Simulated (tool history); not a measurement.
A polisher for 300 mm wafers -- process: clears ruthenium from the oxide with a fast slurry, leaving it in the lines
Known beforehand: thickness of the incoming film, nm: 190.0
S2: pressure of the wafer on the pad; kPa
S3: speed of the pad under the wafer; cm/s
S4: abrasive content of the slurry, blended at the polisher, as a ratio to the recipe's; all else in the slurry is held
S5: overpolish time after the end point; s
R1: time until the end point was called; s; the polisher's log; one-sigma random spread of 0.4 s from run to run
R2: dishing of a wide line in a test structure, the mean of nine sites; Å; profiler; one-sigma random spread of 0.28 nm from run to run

Run 1, hour 0: flow of slurry (ml/min) 270, S2 19.3 kPa, S3 116 cm/s, S4 1, S5 18 s. Result: R1 36.235 s, R2 438.47 Å.
Run 2, hour 7.7: flow of slurry (ml/min) 270, S2 24.1 kPa, S3 116 cm/s, S4 1, S5 18 s. Result: R1 29.051 s, R2 485.29 Å.
Run 3, hour 10.9: flow of slurry (ml/min) 270, S2 24.1 kPa, S3 116 cm/s, S4 0.9, S5 18 s. Result: R1 30.492 s, R2 471.97 Å.
Run 4, hour 16.2: flow of slurry (ml/min) 270, S2 24.1 kPa, S3 116 cm/s, S4 1.1, S5 18 s. Result: R1 28.044 s, R2 491.29 Å.
Run 5, hour 21.5: flow of slurry (ml/min) 270, S2 23.4 kPa, S3 112 cm/s, S4 1.15, S5 17 s. Result: R1 29.386 s, R2 477.77 Å.
Run 6, hour 24.6: flow of slurry (ml/min) 260, S2 22.8 kPa, S3 114 cm/s, S4 1.1, S5 16 s. Result: R1 29.812 s, R2 463.87 Å.
Run 7, hour 28.6: flow of slurry (ml/min) 275, S2 22.8 kPa, S3 114 cm/s, S4 1.05, S5 15 s. Result: R1 30.262 s, R2 436.8 Å.
Run 8, hour 33: flow of slurry (ml/min) 290, S2 22.1 kPa, S3 114 cm/s, S4 1, S5 14 s. Result: R1 32.414 s, R2 415.09 Å.
Run 9, hour 37.8: flow of slurry (ml/min) 305, S2 22.1 kPa, S3 114 cm/s, S4 0.95, S5 13 s. Result: R1 32.452 s, R2 394.93 Å.
Run 10, hour 40.2: flow of slurry (ml/min) 315, S2 22.1 kPa, S3 112 cm/s, S4 0.9, S5 12 s. Result: R1 33.659 s, R2 367.02 Å.
Run 11, hour 44: flow of slurry (ml/min) 325, S2 22.8 kPa, S3 108 cm/s, S4 0.85, S5 11 s. Result: R1 35.315 s, R2 341.22 Å.
Run 12, hour 52.2: flow of slurry (ml/min) 400, S2 28.3 kPa, S3 76 cm/s, S4 0.6, S5 5 s. Result: R1 45.565 s, R2 149.37 Å.
Run 13, hour 55.1: flow of slurry (ml/min) 390, S2 28.3 kPa, S3 76 cm/s, S4 0.6, S5 5 s. Result: R1 46.426 s, R2 145.59 Å.
Run 14, hour 56.1: flow of slurry (ml/min) 385, S2 28.3 kPa, S3 78 cm/s, S4 0.6, S5 5 s. Result: R1 44.544 s, R2 144.85 Å.
Run 15, hour 65: flow of slurry (ml/min) 385, S2 27.6 kPa, S3 84 cm/s, S4 0.65, S5 7 s. Result: R1 41.491 s, R2 210.28 Å.

Expected results for the next run?
Run 16, hour 67: flow of slurry (ml/min) 375, S2 28.3 kPa, S3 84 cm/s, S4 0.65, S5 7 s. Result: R1 ?, R2 ?.

Run 16 measured R1 40.501 s, R2 219.78 Å.
